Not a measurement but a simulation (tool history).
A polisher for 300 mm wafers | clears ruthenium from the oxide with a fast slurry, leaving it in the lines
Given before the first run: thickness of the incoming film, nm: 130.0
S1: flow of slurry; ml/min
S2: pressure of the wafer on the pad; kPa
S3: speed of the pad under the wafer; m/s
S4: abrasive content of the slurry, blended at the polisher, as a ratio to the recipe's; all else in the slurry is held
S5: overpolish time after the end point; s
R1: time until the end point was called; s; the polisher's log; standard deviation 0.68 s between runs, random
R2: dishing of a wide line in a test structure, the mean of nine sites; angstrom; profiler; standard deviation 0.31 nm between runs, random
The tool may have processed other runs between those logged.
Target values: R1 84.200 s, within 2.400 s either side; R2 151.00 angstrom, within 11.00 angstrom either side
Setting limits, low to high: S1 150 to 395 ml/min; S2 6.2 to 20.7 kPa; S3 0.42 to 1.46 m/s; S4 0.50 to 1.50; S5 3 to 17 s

run	hour	S1	S2	S3	S4	S5	R1	R2
1	0.0	250	13.1	0.94	1.00	9	38.788	222.02
2	3.0	250	13.1	0.94	1.00	7	38.600	177.39
3	5.6	305	13.1	0.94	1.00	7	37.900	180.24
4	6.8	305	13.1	0.94	1.00	6	37.657	153.39
5	12.9	305	15.9	0.94	1.00	6	31.790	184.90
6	19.6	305	14.5	0.90	1.00	7	36.272	180.38
7	20.5	305	13.8	0.88	1.00	8	39.037	199.13
8	29.2	305	13.1	0.86	1.00	8	41.705	189.17
9	37.2	280	9.0	0.66	1.00	12	72.302	161.55

4 candidate next runs follow, results not yet known. Just one meets every target within its allowed miss. Identify it.
A	45.2	225	6.9	0.70	0.85	15	?	?
B	45.2	290	9.7	0.78	1.00	9	?	?
C	45.2	260	10.3	0.64	0.70	13	?	?
D	45.2	195	10.3	0.62	0.90	14	?	?

move	R1	R2
A	94.075	155.41
B	58.841	149.35
C	84.079	150.90
D	76.099	178.13
A: carries the result that was furthest off beyond its target, to the other side
B: the biggest miss grows against the last run
C: all results land within tolerance of their targets
D: closer than the last run, but not yet in spec
The right move is C.

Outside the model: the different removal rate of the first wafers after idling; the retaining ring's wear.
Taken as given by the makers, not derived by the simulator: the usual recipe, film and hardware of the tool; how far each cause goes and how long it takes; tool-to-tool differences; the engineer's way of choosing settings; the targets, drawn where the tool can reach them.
